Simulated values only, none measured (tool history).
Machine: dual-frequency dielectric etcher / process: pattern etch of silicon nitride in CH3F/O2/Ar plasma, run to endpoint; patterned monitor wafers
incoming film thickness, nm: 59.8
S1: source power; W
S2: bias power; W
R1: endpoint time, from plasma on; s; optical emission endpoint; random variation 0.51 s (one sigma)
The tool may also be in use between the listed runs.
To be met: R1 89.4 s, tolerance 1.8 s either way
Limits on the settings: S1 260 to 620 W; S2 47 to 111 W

run,hour,S1,S2,R1
1,0,440,79,82.42
2,1.6,420,78,84.994
3,9.8,410,78,84.9
4,13.6,410,85,80.848
5,18,410,97,76.081
6,18.6,340,97,80.383
7,19.1,320,95,83.409
# hour 19.6: bias power generator calibrated
8,19.6,310,94,82.301

Which of these 5 next moves meets every target?
A,20.1,300,103,?
B,20.1,260,91,?
C,20.1,260,81,?
D,20.1,400,94,?
E,20.1,380,100,?

move,R1
A,80.338
B,90.45
C,96.586
D,76.105
E,75.002
A: the biggest miss grows against the last run
B: meets every target
C: carries the result that was furthest off beyond its target, to the other side
D: the biggest miss grows against the last run
E: the biggest miss grows against the last run
Answer: B
